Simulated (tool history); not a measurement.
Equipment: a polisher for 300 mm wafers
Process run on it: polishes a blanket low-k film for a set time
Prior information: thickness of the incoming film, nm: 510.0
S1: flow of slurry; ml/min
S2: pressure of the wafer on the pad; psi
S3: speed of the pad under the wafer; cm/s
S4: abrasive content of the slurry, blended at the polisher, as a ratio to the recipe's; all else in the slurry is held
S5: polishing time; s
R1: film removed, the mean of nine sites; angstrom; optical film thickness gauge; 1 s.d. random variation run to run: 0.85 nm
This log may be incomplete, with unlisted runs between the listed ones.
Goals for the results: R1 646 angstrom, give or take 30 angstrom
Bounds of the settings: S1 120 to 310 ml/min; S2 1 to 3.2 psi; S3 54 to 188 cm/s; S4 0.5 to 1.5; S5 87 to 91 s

run,hour,S1,S2,S3,S4,S5,R1
1,0,200,2.1,120,1,87,406.63
2,0.7,200,2.2,120,1,87,424.8
3,8.6,200,2.3,120,1,87,442.36
4,12.7,200,2.4,120,1,87,463.42
5,18.3,200,2.5,120,1,87,491.7
6,20.1,200,2.8,120,1,87,534.55
7,20.6,200,2.9,120,1,87,539.32
8,23.5,200,2.9,122,1,87,565.94
9,30.1,200,3.1,124,1,87,627.39

Which single option among these 5 for the next run brings every result within its allowed miss of target? Just one does.
A,36.7,210,3.2,116,0.9,91,?
B,36.7,245,2.8,114,1.25,87,?
C,36.7,190,3.2,126,0.95,91,?
D,36.7,200,3.1,108,1.15,87,?
E,36.7,240,2.9,108,1.1,90,?

move,R1
A,580.93
B,595.92
C,637.73
D,590.87
E,569.33
A: the biggest miss grows against the last run
B: the biggest miss grows against the last run
C: all results in spec
D: the biggest miss grows against the last run
E: the biggest miss grows against the last run
C is the move that brings every result within its allowed miss.
